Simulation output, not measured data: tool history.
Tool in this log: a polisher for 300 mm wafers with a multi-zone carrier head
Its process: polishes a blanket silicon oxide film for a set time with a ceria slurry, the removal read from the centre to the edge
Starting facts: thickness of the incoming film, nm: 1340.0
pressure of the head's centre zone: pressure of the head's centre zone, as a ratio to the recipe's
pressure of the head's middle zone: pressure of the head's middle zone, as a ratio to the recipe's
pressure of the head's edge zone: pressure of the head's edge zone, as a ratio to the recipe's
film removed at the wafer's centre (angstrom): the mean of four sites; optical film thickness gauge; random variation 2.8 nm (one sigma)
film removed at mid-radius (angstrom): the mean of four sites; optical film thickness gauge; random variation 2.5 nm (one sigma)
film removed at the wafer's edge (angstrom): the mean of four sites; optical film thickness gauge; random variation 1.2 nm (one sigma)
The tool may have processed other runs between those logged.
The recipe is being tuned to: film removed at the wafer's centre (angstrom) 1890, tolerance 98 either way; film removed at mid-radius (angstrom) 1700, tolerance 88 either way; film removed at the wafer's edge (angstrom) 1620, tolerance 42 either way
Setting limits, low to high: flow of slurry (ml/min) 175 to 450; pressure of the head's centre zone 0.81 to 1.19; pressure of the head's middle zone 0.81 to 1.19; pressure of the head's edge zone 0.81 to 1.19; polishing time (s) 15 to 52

run  hour  flow of slurry (ml/min)  pressure of the head's centre zone  pressure of the head's middle zone  pressure of the head's edge zone  polishing time (s)  film removed at the wafer's centre (angstrom)  film removed at mid-radius (angstrom)  film removed at the wafer's edge (angstrom)
  1     0                      290                                   1                                   1                                 1                  33                                           1483                                 1426.8                                       1441.1
  2   3.6                      295                                1.03                                1.02                              1.01                  33                                         1533.4                                 1449.7                                       1441.4
  3   7.7                      300                                1.05                                1.04                              1.03                  34                                         1533.6                                 1526.9                                       1501.4
  4    11                      300                                1.05                                1.01                              1.03                  34                                         1576.3                                   1475                                       1518.8
  5  17.2                      300                                1.05                                1.05                              1.03                  34                                         1585.8                                 1520.3                                       1507.7
  6  21.5                      300                                1.05                                1.05                              1.03                  38                                         1757.5                                 1717.2                                       1708.1
  7  23.9                      300                                1.05                                1.05                              1.03                  38                                         1793.5                                 1725.6                                       1691.2
  8  31.4                      300                                1.06                                1.05                              1.02                  38                                         1797.7                                 1704.8                                       1672.5

Which single option among these 4 for the next run brings every result within its allowed miss of target? Just one does.
  A  38.9                      310                                 1.1                                1.03                              0.93                  38                                              ?                                      ?                                            ?
  B  38.9                      300                                 1.1                                0.96                              1.04                  39                                              ?                                      ?                                            ?
  C  38.9                      340                                1.13                                0.88                              0.96                  40                                              ?                                      ?                                            ?
  D  38.9                      305                                1.06                                1.16                              0.93                  39                                              ?                                      ?                                            ?

move  film removed at the wafer's centre (angstrom)  film removed at mid-radius (angstrom)  film removed at the wafer's edge (angstrom)
   A                                         1876.9                                 1673.1                                       1606.5
   B                                         1918.1                                 1612.4                                       1736.6
   C                                         2040.7                                 1557.2                                       1731.7
   D                                         1863.3                                 1898.1                                       1643.9
A: all results in spec
B: its largest miss is bigger than the last run's
C: its largest miss is bigger than the last run's
D: the furthest-off result lands on target, but another misses its tolerance
The right move is A.

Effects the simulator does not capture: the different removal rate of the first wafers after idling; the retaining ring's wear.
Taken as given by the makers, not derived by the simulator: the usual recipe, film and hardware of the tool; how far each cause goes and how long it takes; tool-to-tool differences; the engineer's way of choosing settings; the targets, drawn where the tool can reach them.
